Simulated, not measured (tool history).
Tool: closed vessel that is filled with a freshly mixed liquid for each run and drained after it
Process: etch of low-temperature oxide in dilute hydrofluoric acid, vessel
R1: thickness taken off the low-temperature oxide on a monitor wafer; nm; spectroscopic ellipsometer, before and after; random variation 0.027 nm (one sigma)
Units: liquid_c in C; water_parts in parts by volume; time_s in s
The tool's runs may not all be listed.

run 1 hour=0.0 | liquid_c=23.0 water_parts=245 time_s=165 | R1=6.7718
run 2 hour=3.9 | liquid_c=23.0 water_parts=245 time_s=130 | R1=5.3838
run 3 hour=9.3 | liquid_c=21.0 water_parts=265 time_s=130 | R1=4.5585
run 4 hour=15.4 | liquid_c=21.0 water_parts=265 time_s=130 | R1=4.5265
run 5 hour=18.1 | liquid_c=20.0 water_parts=270 time_s=130 | R1=4.2947
run 6 hour=24.6 | liquid_c=20.0 water_parts=270 time_s=130 | R1=4.2513
run 7 hour=31.4 | liquid_c=19.0 water_parts=275 time_s=130 | R1=3.9315
run 8 hour=32.6 | liquid_c=18.5 water_parts=280 time_s=130 | R1=3.8765

Forecast run 9:
run 9 hour=41.3 | liquid_c=18.0 water_parts=285 time_s=130 | R1=?

Run 9 gave R1 3.7031 nm.
